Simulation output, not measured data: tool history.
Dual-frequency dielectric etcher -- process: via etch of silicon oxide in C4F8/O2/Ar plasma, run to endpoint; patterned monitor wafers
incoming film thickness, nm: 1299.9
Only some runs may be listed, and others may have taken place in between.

run	hour	source power (kW)	bias power (kW)	endpoint time (s)
1	0.0	2.090	1.909	235.50
2	8.4	1.940	1.861	247.04
3	9.1	1.940	1.643	255.51
4	13.1	1.940	1.979	243.43
5	15.8	1.840	1.955	250.05
6	22.9	1.770	1.938	256.17

Estimate the outcome of run 7 from the log above:
7	28.6	1.720	1.927	?

{"run 7": {"endpoint time (s)": 259.71}}

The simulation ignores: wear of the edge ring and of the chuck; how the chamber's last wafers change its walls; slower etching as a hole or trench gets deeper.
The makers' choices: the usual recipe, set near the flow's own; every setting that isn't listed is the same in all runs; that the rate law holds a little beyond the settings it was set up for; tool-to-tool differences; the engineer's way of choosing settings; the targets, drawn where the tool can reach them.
